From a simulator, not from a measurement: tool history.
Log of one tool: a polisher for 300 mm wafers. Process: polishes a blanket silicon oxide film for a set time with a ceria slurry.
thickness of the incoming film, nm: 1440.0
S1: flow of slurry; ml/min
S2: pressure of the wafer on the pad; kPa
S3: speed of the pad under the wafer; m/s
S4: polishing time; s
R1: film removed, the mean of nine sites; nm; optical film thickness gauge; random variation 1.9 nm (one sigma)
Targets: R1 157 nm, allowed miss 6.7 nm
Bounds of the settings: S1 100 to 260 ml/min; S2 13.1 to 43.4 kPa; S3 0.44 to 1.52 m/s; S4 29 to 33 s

{"run": 1, "day": 0.0, "S1": 165, "S2": 28.3, "S3": 0.98, "S4": 33, "R1": 226.06}
{"run": 2, "day": 0.233, "S1": 165, "S2": 27.6, "S3": 0.98, "S4": 33, "R1": 220.05}
{"run": 3, "day": 0.35, "S1": 145, "S2": 27.6, "S3": 0.98, "S4": 33, "R1": 206.81}
{"run": 4, "day": 0.592, "S1": 140, "S2": 26.9, "S3": 0.98, "S4": 33, "R1": 206.88}
{"run": 5, "day": 0.871, "S1": 140, "S2": 26.9, "S3": 0.98, "S4": 33, "R1": 208.52}
{"run": 6, "day": 1.092, "S1": 140, "S2": 26.9, "S3": 1.08, "S4": 33, "R1": 228.26}
{"run": 7, "day": 1.438, "S1": 140, "S2": 26.2, "S3": 1.08, "S4": 33, "R1": 221.25}
{"run": 8, "day": 1.704, "S1": 140, "S2": 25.5, "S3": 1.08, "S4": 33, "R1": 217.55}
{"run": 9, "day": 1.812, "S1": 140, "S2": 24.8, "S3": 1.08, "S4": 33, "R1": 208.91}
{"run": 10, "day": 1.908, "S1": 140, "S2": 24.1, "S3": 1.08, "S4": 33, "R1": 202.88}
{"run": 11, "day": 2.125, "S1": 135, "S2": 16.5, "S3": 1.06, "S4": 33, "R1": 143.79}
{"run": 12, "day": 2.254, "S1": 145, "S2": 17.2, "S3": 1.06, "S4": 33, "R1": 147.73}

Which of these 5 next moves meets every target?
{"run": "A", "day": 2.383, "S1": 130, "S2": 17.2, "S3": 1.02, "S4": 33, "R1": "?"}
{"run": "B", "day": 2.383, "S1": 150, "S2": 22.8, "S3": 0.88, "S4": 32, "R1": "?"}
{"run": "C", "day": 2.383, "S1": 130, "S2": 21.4, "S3": 1.06, "S4": 33, "R1": "?"}
{"run": "D", "day": 2.383, "S1": 145, "S2": 19.3, "S3": 0.9, "S4": 32, "R1": "?"}
{"run": "E", "day": 2.383, "S1": 175, "S2": 15.9, "S3": 1.04, "S4": 33, "R1": "?"}

move=A R1=139.39
move=B R1=155.77
move=C R1=177.75
move=D R1=135.37
move=E R1=136.35
A: further off than the last run
B: meets every target
C: takes the result that was furthest off past its target
D: further off than the last run
E: further off than the last run
Answer: B
